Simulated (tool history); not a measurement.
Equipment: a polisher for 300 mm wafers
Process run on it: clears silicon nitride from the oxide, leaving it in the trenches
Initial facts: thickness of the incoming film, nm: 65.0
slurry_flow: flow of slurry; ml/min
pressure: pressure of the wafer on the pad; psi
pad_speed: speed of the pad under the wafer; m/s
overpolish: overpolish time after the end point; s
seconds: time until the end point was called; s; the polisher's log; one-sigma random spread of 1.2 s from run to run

run	hour	slurry_flow	pressure	pad_speed	overpolish	seconds
1	0	300	1.8	0.86	7	114.58
2	3.6	265	1.8	0.86	7	112.99
3	5.3	265	1.9	0.86	7	106.37
4	11.6	265	1.9	0.86	7	106.27
5	19.2	265	1.9	0.72	7	128.99
6	23	265	2.1	0.72	7	116.65

Estimate the outcome of run 7 from the log above:
7	24.8	265	2.2	0.74	7	?

Run 7 gave seconds 108.27 s.
